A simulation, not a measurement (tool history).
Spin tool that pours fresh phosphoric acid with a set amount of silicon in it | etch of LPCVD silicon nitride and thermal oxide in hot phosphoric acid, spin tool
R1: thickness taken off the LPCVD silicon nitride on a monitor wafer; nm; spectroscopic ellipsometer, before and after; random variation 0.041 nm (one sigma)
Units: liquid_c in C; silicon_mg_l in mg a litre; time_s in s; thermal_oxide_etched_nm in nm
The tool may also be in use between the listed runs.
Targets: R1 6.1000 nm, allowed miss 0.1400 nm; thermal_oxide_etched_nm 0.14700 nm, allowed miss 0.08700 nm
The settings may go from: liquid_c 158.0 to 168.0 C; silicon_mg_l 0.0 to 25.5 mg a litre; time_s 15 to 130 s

{"run": 1, "hour": 0.0, "liquid_c": 163.0, "silicon_mg_l": 11.0, "time_s": 65, "R1": 7.7158, "thermal_oxide_etched_nm": 0.12654}
{"run": 2, "hour": 3.5, "liquid_c": 163.0, "silicon_mg_l": 11.0, "time_s": 90, "R1": 10.633, "thermal_oxide_etched_nm": 0.25465}
{"run": 3, "hour": 8.9, "liquid_c": 162.0, "silicon_mg_l": 8.0, "time_s": 80, "R1": 9.0857, "thermal_oxide_etched_nm": 0.22424}
{"run": 4, "hour": 17.3, "liquid_c": 162.0, "silicon_mg_l": 4.5, "time_s": 80, "R1": 9.0808, "thermal_oxide_etched_nm": 0.24689}
{"run": 5, "hour": 26.0, "liquid_c": 161.0, "silicon_mg_l": 4.0, "time_s": 75, "R1": 8.3558, "thermal_oxide_etched_nm": 0.26809}
{"run": 6, "hour": 26.7, "liquid_c": 161.0, "silicon_mg_l": 0.0, "time_s": 75, "R1": 8.3074, "thermal_oxide_etched_nm": 0.20016}
{"run": 7, "hour": 30.5, "liquid_c": 160.5, "silicon_mg_l": 0.0, "time_s": 70, "R1": 7.6033, "thermal_oxide_etched_nm": 0.24231}
{"run": 8, "hour": 33.2, "liquid_c": 161.0, "silicon_mg_l": 0.0, "time_s": 65, "R1": 7.2302, "thermal_oxide_etched_nm": 0.16385}
{"run": 9, "hour": 36.5, "liquid_c": 160.5, "silicon_mg_l": 0.0, "time_s": 60, "R1": 6.4511, "thermal_oxide_etched_nm": 0.15073}
{"run": 10, "hour": 45.1, "liquid_c": 160.0, "silicon_mg_l": 0.5, "time_s": 60, "R1": 6.3802, "thermal_oxide_etched_nm": 0.17803}

5 next moves are on the table. One of them brings every result within its allowed miss. Which?
{"run": "A", "hour": 53.7, "liquid_c": 160.0, "silicon_mg_l": 0.0, "time_s": 60, "R1": "?", "thermal_oxide_etched_nm": "?"}
{"run": "B", "hour": 53.7, "liquid_c": 160.0, "silicon_mg_l": 2.5, "time_s": 60, "R1": "?", "thermal_oxide_etched_nm": "?"}
{"run": "C", "hour": 53.7, "liquid_c": 162.5, "silicon_mg_l": 0.0, "time_s": 55, "R1": "?", "thermal_oxide_etched_nm": "?"}
{"run": "D", "hour": 53.7, "liquid_c": 163.0, "silicon_mg_l": 0.0, "time_s": 55, "R1": "?", "thermal_oxide_etched_nm": "?"}
{"run": "E", "hour": 53.7, "liquid_c": 161.0, "silicon_mg_l": 0.0, "time_s": 55, "R1": "?", "thermal_oxide_etched_nm": "?"}

move=A R1=6.4352 thermal_oxide_etched_nm=0.17037
move=B R1=6.4352 thermal_oxide_etched_nm=0.16262
move=C R1=6.4125 thermal_oxide_etched_nm=0.18775
move=D R1=6.5198 thermal_oxide_etched_nm=0.19475
move=E R1=6.1000 thermal_oxide_etched_nm=0.16815
A: further off than the last run
B: further off than the last run
C: further off than the last run
D: further off than the last run
E: meets every target
Answer: E

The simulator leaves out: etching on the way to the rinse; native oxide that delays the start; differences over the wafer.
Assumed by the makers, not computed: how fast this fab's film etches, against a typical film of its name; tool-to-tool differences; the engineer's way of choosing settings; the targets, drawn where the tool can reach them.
